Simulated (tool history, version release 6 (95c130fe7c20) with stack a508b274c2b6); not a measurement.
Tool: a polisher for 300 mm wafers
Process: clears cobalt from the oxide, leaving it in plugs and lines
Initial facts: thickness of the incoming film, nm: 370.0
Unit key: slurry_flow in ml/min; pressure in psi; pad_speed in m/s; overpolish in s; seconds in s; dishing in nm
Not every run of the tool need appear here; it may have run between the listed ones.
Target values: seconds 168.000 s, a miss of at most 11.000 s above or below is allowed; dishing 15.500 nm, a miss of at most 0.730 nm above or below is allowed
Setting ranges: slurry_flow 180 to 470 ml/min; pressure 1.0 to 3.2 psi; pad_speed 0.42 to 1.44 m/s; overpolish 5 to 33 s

run	day	slurry_flow	pressure	pad_speed	overpolish	seconds	dishing
1	0.000	300	2.1	0.92	17	91.086	36.146
2	0.329	300	2.1	0.92	11	88.683	29.285
3	0.650	295	1.9	0.86	10	102.860	24.719
4	0.854	355	1.9	0.86	10	104.760	24.568
5	0.883	355	2.3	0.86	10	88.882	28.198
6	1.167	355	2.0	0.82	9	105.280	22.674
7	1.525	355	1.4	0.74	12	158.490	20.327
8	1.629	355	1.4	0.74	11	164.490	18.898
9	1.950	355	1.4	0.74	10	161.680	17.832

Below are 4 possible settings for the next run. Only one of them brings all results inside the allowed miss of their targets. Which is it?
A	2.271	380	1.4	0.70	9	?	?
B	2.271	265	1.3	0.82	12	?	?
C	2.271	290	1.1	0.94	14	?	?
D	2.271	355	1.4	0.80	12	?	?

move	seconds	dishing
A	173.830	15.261
B	165.490	19.959
C	168.290	22.130
D	153.650	21.106
A: every result lands within tolerance
B: its largest miss is bigger than the last run's
C: its largest miss is bigger than the last run's
D: its largest miss is bigger than the last run's
The move that meets every target is A.

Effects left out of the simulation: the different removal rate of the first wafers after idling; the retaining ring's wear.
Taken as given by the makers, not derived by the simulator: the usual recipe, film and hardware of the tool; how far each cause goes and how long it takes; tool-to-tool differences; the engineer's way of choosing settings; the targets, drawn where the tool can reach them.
